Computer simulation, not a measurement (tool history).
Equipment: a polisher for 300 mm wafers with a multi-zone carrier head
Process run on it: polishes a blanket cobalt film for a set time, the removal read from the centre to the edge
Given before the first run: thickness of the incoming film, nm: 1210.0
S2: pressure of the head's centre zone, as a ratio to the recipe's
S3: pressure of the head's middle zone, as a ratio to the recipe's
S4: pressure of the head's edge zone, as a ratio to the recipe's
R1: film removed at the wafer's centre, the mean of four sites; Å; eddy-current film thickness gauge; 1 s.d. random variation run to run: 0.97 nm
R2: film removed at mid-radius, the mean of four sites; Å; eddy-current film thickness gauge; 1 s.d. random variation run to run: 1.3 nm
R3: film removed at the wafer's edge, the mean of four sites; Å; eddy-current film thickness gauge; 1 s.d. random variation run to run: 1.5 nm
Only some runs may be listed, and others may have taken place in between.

run 1 day=0.000 | flow_of_slurry_(ml/min)=235 S2=1.00 S3=1.00 S4=1.00 polishing_time_(s)=39 | R1=896.78 R2=906.94 R3=893.85
run 2 day=0.042 | flow_of_slurry_(ml/min)=235 S2=1.07 S3=1.00 S4=1.00 polishing_time_(s)=39 | R1=967.30 R2=892.24 R3=896.18
run 3 day=0.162 | flow_of_slurry_(ml/min)=240 S2=1.08 S3=1.01 S4=1.02 polishing_time_(s)=40 | R1=1005.40 R2=967.22 R3=896.40
run 4 day=0.462 | flow_of_slurry_(ml/min)=280 S2=1.08 S3=1.01 S4=1.02 polishing_time_(s)=40 | R1=1023.90 R2=958.20 R3=923.73
run 5 day=0.579 | flow_of_slurry_(ml/min)=285 S2=1.08 S3=0.99 S4=1.03 polishing_time_(s)=41 | R1=1068.70 R2=961.95 R3=931.21
run 6 day=0.804 | flow_of_slurry_(ml/min)=285 S2=1.00 S3=0.99 S4=1.03 polishing_time_(s)=41 | R1=980.32 R2=978.88 R3=962.19
run 7 day=0.904 | flow_of_slurry_(ml/min)=280 S2=1.01 S3=0.97 S4=1.04 polishing_time_(s)=43 | R1=1036.40 R2=1007.10 R3=997.86
run 8 day=1.017 | flow_of_slurry_(ml/min)=275 S2=1.01 S3=0.95 S4=1.04 polishing_time_(s)=44 | R1=1042.80 R2=992.09 R3=1018.10

Run 9 comes next. What will it give?
run 9 day=1.325 | flow_of_slurry_(ml/min)=270 S2=1.02 S3=0.94 S4=1.04 polishing_time_(s)=45 | R1=? R2=? R3=?

Run 9 yielded R1 1099.70 Å, R2 1007.90 Å, R3 1015.50 Å.

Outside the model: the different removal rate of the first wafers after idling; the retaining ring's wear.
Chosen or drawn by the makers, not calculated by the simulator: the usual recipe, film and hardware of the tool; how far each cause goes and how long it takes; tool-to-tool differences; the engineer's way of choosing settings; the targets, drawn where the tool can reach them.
